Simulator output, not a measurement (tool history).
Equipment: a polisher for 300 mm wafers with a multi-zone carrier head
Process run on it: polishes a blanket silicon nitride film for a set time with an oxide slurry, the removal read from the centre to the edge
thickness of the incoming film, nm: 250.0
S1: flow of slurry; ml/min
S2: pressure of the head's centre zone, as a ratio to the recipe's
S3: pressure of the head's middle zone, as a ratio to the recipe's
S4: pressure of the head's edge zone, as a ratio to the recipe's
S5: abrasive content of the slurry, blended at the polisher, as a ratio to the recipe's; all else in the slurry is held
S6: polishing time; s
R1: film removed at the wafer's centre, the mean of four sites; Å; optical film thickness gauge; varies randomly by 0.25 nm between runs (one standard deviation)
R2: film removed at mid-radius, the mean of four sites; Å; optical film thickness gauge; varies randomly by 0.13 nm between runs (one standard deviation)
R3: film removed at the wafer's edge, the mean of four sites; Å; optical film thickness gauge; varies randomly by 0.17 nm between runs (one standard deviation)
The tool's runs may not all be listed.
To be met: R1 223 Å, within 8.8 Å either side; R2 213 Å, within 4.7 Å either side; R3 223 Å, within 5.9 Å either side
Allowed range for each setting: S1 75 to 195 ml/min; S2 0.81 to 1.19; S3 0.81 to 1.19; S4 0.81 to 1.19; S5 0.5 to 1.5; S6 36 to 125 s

run 1 hour=0 | S1=125 S2=1 S3=1 S4=1 S5=1 S6=80 | R1=363.66 R2=362.93 R3=359.8
run 2 hour=1.2 | S1=135 S2=1 S3=1 S4=1 S5=1 S6=80 | R1=375.96 R2=369.14 R3=359.9
run 3 hour=4.9 | S1=135 S2=1 S3=1 S4=1 S5=0.85 S6=80 | R1=337.05 R2=335.84 R3=326.43
run 4 hour=9.1 | S1=125 S2=0.98 S3=0.95 S4=0.96 S5=0.75 S6=78 | R1=301.07 R2=287.48 R3=292.1
run 5 hour=10.4 | S1=120 S2=0.95 S3=0.93 S4=0.92 S5=0.65 S6=77 | R1=257.42 R2=254.62 R3=252.81
run 6 hour=13.1 | S1=110 S2=0.94 S3=0.9 S4=0.89 S5=0.65 S6=77 | R1=249.36 R2=244.28 R3=248.11
run 7 hour=17.1 | S1=105 S2=0.93 S3=0.88 S4=0.87 S5=0.65 S6=77 | R1=238.5 R2=236.99 R3=243.62
run 8 hour=26 | S1=100 S2=0.94 S3=0.87 S4=0.85 S5=0.65 S6=77 | R1=236.42 R2=232.95 R3=239.08
run 9 hour=27.9 | S1=95 S2=0.94 S3=0.86 S4=0.84 S5=0.65 S6=77 | R1=242 R2=227.59 R3=238.88
run 10 hour=31.2 | S1=95 S2=0.93 S3=0.86 S4=0.83 S5=0.65 S6=77 | R1=235.28 R2=228.97 R3=236.5
run 11 hour=32 | S1=95 S2=0.93 S3=0.85 S4=0.82 S5=0.65 S6=77 | R1=236.96 R2=229.5 R3=237.29
run 12 hour=36.3 | S1=90 S2=0.93 S3=0.85 S4=0.82 S5=0.65 S6=77 | R1=238.57 R2=223.56 R3=234.77
run 13 hour=37.1 | S1=85 S2=0.92 S3=0.85 S4=0.82 S5=0.65 S6=77 | R1=228.24 R2=220.62 R3=230.5
run 14 hour=42.6 | S1=80 S2=0.92 S3=0.85 S4=0.81 S5=0.65 S6=77 | R1=224.93 R2=217.57 R3=230.59
run 15 hour=43.6 | S1=85 S2=0.94 S3=0.86 S4=0.81 S5=0.55 S6=77 | R1=205.03 R2=197.33 R3=205.67
run 16 hour=47.3 | S1=95 S2=0.94 S3=0.85 S4=0.82 S5=0.55 S6=77 | R1=215.12 R2=200.89 R3=206.49
run 17 hour=50 | S1=100 S2=0.93 S3=0.85 S4=0.84 S5=0.55 S6=77 | R1=212.79 R2=201.49 R3=212.24
run 18 hour=55.5 | S1=105 S2=0.93 S3=0.85 S4=0.85 S5=0.55 S6=77 | R1=216.04 R2=204.55 R3=214.47
run 19 hour=61.4 | S1=105 S2=0.93 S3=0.85 S4=0.85 S5=0.55 S6=77 | R1=214.9 R2=204.94 R3=210.82
run 20 hour=64.9 | S1=110 S2=0.93 S3=0.85 S4=0.88 S5=0.55 S6=77 | R1=217.78 R2=205.82 R3=220.13
run 21 hour=73.8 | S1=115 S2=0.93 S3=0.85 S4=0.88 S5=0.55 S6=77 | R1=219.63 R2=209.45 R3=223.95

Below are 4 possible settings for the next run. Only one of them brings all results inside the allowed miss of their targets. Which is it?
run A hour=82.7 | S1=115 S2=1.01 S3=0.81 S4=0.9 S5=0.55 S6=78 | R1=? R2=? R3=?
run B hour=82.7 | S1=140 S2=1 S3=0.83 S4=0.9 S5=0.55 S6=73 | R1=? R2=? R3=?
run C hour=82.7 | S1=120 S2=0.89 S3=0.81 S4=0.94 S5=0.5 S6=83 | R1=? R2=? R3=?
run D hour=82.7 | S1=135 S2=0.88 S3=0.81 S4=0.81 S5=0.55 S6=80 | R1=? R2=? R3=?

move=A R1=241.8 R2=200.71 R3=224.87
move=B R1=233.1 R2=198.38 R3=215.57
move=C R1=211.91 R2=199.71 R3=227.63
move=D R1=222.97 R2=211.98 R3=224.45
A: the biggest miss grows against the last run
B: the biggest miss grows against the last run
C: the biggest miss grows against the last run
D: in spec on every target
Correct choice: D, which meets every target
